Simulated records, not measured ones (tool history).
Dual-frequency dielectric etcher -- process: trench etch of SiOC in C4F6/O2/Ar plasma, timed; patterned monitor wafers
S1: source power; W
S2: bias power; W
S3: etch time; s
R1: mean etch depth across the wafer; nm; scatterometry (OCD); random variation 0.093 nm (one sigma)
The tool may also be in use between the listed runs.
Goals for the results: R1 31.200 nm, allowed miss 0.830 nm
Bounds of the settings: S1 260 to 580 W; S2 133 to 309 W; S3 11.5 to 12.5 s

run	hour	S1	S2	S3	R1
1	0.0	420	221	12.5	27.570
2	6.4	420	244	12.5	28.592
3	12.7	440	249	12.5	29.165
4	17.9	440	210	12.5	27.603
5	19.9	480	210	12.5	28.355
6	27.6	500	219	12.5	28.938
7	34.7	520	228	12.5	29.771
8	40.2	530	233	12.5	30.351
# hour 41.3: source power generator calibrated
9	41.3	540	235	12.5	30.282

5 next moves are on the table. One of them brings every result within its allowed miss. Which?
A	42.4	520	231	12.0	?
B	42.4	540	231	12.5	?
C	42.4	450	306	11.5	?
D	42.4	560	247	12.5	?
E	42.4	550	215	12.0	?

move	R1
A	28.505
B	30.037
C	28.854
D	31.072
E	28.310
A: lands further from the targets than the last run did
B: lands further from the targets than the last run did
C: lands further from the targets than the last run did
D: each result inside its tolerance
E: lands further from the targets than the last run did
Answer: D
